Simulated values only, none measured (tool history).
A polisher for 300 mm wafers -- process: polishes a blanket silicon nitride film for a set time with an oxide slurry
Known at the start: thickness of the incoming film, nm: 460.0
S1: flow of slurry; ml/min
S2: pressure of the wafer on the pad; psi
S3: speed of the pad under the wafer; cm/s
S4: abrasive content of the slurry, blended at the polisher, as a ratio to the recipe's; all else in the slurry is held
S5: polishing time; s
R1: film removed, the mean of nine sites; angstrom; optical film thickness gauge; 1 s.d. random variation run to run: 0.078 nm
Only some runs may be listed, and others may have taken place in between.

run  hour   S1   S2   S3  S4  S5      R1
  1     0  230  2.7  128   1  22  140.28
  2   6.7  200  2.7  128   1  22  137.64
  3  11.9  200  3.1  128   1  22  159.64
  4  20.9  200  3.1  128   1  22  159.67
  5  24.7  160  3.1  128   1  22  152.91
  6  33.4  160  3.1  160   1  22  183.83
  7  42.3  160    3  160   1  22  177.66
  8  44.6  160  2.9  160   1  22  174.53
  9  53.2  160  2.8  160   1  22  167.79

Forecast run 10:
 10  57.3  160  2.8  160   1  22   ?

R1: 167.23 angstrom
